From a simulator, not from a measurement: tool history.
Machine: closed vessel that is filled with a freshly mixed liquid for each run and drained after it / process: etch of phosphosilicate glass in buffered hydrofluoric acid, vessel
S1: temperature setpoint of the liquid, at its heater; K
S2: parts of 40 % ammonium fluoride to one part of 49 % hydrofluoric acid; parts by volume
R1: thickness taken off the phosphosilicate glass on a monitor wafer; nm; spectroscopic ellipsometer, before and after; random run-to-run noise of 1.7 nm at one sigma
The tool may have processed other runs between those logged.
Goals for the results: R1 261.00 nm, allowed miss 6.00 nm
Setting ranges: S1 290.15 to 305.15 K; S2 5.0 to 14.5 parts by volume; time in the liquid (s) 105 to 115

Run 1, hour 0.0: S1 297.15 K, S2 9.0 parts by volume, time in the liquid (s) 105. Result: R1 327.56 nm.
Run 2, hour 8.5: S1 296.15 K, S2 9.0 parts by volume, time in the liquid (s) 105. Result: R1 306.19 nm.
Run 3, hour 14.8: S1 295.65 K, S2 9.0 parts by volume, time in the liquid (s) 105. Result: R1 300.26 nm.
Run 4, hour 22.5: S1 295.65 K, S2 9.0 parts by volume, time in the liquid (s) 115. Result: R1 330.17 nm.
Run 5, hour 27.0: S1 295.65 K, S2 10.5 parts by volume, time in the liquid (s) 115. Result: R1 287.92 nm.
Run 6, hour 28.5: S1 295.65 K, S2 10.5 parts by volume, time in the liquid (s) 115. Result: R1 287.21 nm.
At hour 34.7: hydrofluoric acid flow meter replaced.
Run 7, hour 34.7: S1 295.15 K, S2 10.5 parts by volume, time in the liquid (s) 115. Result: R1 299.86 nm.
Run 8, hour 40.8: S1 294.65 K, S2 10.5 parts by volume, time in the liquid (s) 115. Result: R1 292.68 nm.
Run 9, hour 44.1: S1 294.65 K, S2 10.5 parts by volume, time in the liquid (s) 115. Result: R1 291.26 nm.
Run 10, hour 50.0: S1 294.15 K, S2 10.5 parts by volume, time in the liquid (s) 115. Result: R1 284.87 nm.
Run 11, hour 53.1: S1 293.65 K, S2 10.5 parts by volume, time in the liquid (s) 115. Result: R1 274.95 nm.

Consider the 5 candidate settings below. Which is the only one whose results all fall within their allowed miss of target?
Run A, hour 56.2: S1 295.65 K, S2 12.0 parts by volume, time in the liquid (s) 110. Result: R1 ?.
Run B, hour 56.2: S1 292.65 K, S2 9.5 parts by volume, time in the liquid (s) 110. Result: R1 ?.
Run C, hour 56.2: S1 295.65 K, S2 12.0 parts by volume, time in the liquid (s) 115. Result: R1 ?.
Run D, hour 56.2: S1 294.15 K, S2 11.0 parts by volume, time in the liquid (s) 115. Result: R1 ?.
Run E, hour 56.2: S1 293.65 K, S2 10.0 parts by volume, time in the liquid (s) 110. Result: R1 ?.

move      R1
   A  258.53
   B  269.96
   C  270.28
   D  270.80
   E  276.42
A: every result within its allowed miss
B: moves toward the targets from the last run without getting all of them in spec
C: moves toward the targets from the last run without getting all of them in spec
D: moves toward the targets from the last run without getting all of them in spec
E: misses by more than the last run did
Go with A: it meets all targets.
